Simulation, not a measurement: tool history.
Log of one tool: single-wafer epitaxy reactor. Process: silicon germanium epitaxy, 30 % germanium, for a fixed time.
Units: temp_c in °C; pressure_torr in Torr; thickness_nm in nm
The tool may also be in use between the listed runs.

run 1 hour=0 | temp_c=605 pressure_torr=17.4 | thickness_nm=62.421
run 2 hour=3 | temp_c=602 pressure_torr=17.2 | thickness_nm=59.17
run 3 hour=7.8 | temp_c=599 pressure_torr=16.9 | thickness_nm=56.047
run 4 hour=10.4 | temp_c=599 pressure_torr=19.9 | thickness_nm=61.229
run 5 hour=16.5 | temp_c=597 pressure_torr=19.2 | thickness_nm=58.321
run 6 hour=22.3 | temp_c=595 pressure_torr=18.5 | thickness_nm=54.972
run 7 hour=24 | temp_c=593 pressure_torr=18 | thickness_nm=53.205
run 8 hour=32.4 | temp_c=591 pressure_torr=17.4 | thickness_nm=49.89
run 9 hour=37.2 | temp_c=590 pressure_torr=17.1 | thickness_nm=48.569
run 10 hour=46.1 | temp_c=589 pressure_torr=16.8 | thickness_nm=47.229
run 11 hour=52.1 | temp_c=588 pressure_torr=16.6 | thickness_nm=46.486

The next listed run, before its measurement:
-- hour=58.8 pyrometer calibrated
run 12 hour=58.8 | temp_c=587 pressure_torr=16.4 | thickness_nm=?

thickness_nm: 40.915 nm
